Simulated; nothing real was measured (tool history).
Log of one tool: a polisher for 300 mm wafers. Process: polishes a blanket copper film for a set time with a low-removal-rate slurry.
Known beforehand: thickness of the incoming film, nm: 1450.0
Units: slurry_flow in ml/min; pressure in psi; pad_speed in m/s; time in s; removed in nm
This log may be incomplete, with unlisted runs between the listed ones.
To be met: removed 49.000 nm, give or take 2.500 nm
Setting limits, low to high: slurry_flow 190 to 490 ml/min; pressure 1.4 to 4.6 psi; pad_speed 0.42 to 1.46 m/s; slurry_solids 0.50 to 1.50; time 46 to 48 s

Run 1, hour 0.0: slurry_flow 315 ml/min, pressure 3.0 psi, pad_speed 0.94 m/s, slurry_solids 1.00, time 46 s. Result: removed 106.830 nm.
Run 2, hour 3.1: slurry_flow 315 ml/min, pressure 3.0 psi, pad_speed 0.78 m/s, slurry_solids 1.00, time 46 s. Result: removed 90.552 nm.
Run 3, hour 12.1: slurry_flow 235 ml/min, pressure 3.0 psi, pad_speed 0.78 m/s, slurry_solids 1.00, time 46 s. Result: removed 89.357 nm.
Run 4, hour 13.9: slurry_flow 235 ml/min, pressure 2.8 psi, pad_speed 0.76 m/s, slurry_solids 1.00, time 46 s. Result: removed 79.662 nm.
Run 5, hour 20.8: slurry_flow 235 ml/min, pressure 2.8 psi, pad_speed 0.94 m/s, slurry_solids 1.00, time 46 s. Result: removed 97.502 nm.
Run 6, hour 28.3: slurry_flow 235 ml/min, pressure 2.6 psi, pad_speed 0.92 m/s, slurry_solids 1.00, time 46 s. Result: removed 89.654 nm.
Run 7, hour 37.2: slurry_flow 235 ml/min, pressure 2.4 psi, pad_speed 0.90 m/s, slurry_solids 1.00, time 46 s. Result: removed 81.044 nm.
Run 8, hour 38.1: slurry_flow 235 ml/min, pressure 2.4 psi, pad_speed 0.90 m/s, slurry_solids 1.00, time 46 s. Result: removed 82.167 nm.
Run 9, hour 43.7: slurry_flow 230 ml/min, pressure 1.6 psi, pad_speed 0.68 m/s, slurry_solids 0.95, time 46 s. Result: removed 42.412 nm.
Run 10, hour 45.7: slurry_flow 230 ml/min, pressure 1.6 psi, pad_speed 0.68 m/s, slurry_solids 0.95, time 46 s. Result: removed 41.841 nm.
Run 11, hour 48.6: slurry_flow 230 ml/min, pressure 2.1 psi, pad_speed 0.70 m/s, slurry_solids 0.95, time 46 s. Result: removed 54.825 nm.

5 candidate next runs follow, results not yet known. Just one meets every target within its allowed miss. Identify it.
Run A, hour 51.5: slurry_flow 245 ml/min, pressure 2.5 psi, pad_speed 0.62 m/s, slurry_solids 0.95, time 46 s. Result: removed ?.
Run B, hour 51.5: slurry_flow 230 ml/min, pressure 2.2 psi, pad_speed 0.74 m/s, slurry_solids 1.10, time 48 s. Result: removed ?.
Run C, hour 51.5: slurry_flow 270 ml/min, pressure 2.2 psi, pad_speed 0.58 m/s, slurry_solids 0.85, time 47 s. Result: removed ?.
Run D, hour 51.5: slurry_flow 210 ml/min, pressure 2.5 psi, pad_speed 0.68 m/s, slurry_solids 0.85, time 47 s. Result: removed ?.
Run E, hour 51.5: slurry_flow 310 ml/min, pressure 2.2 psi, pad_speed 0.72 m/s, slurry_solids 0.65, time 48 s. Result: removed ?.

move  removed
   A   57.546
   B   65.357
   C   47.506
   D   61.541
   E   55.353
A: its largest miss is bigger than the last run's
B: its largest miss is bigger than the last run's
C: every result within its allowed miss
D: its largest miss is bigger than the last run's
E: its largest miss is bigger than the last run's
The move that meets every target is C.
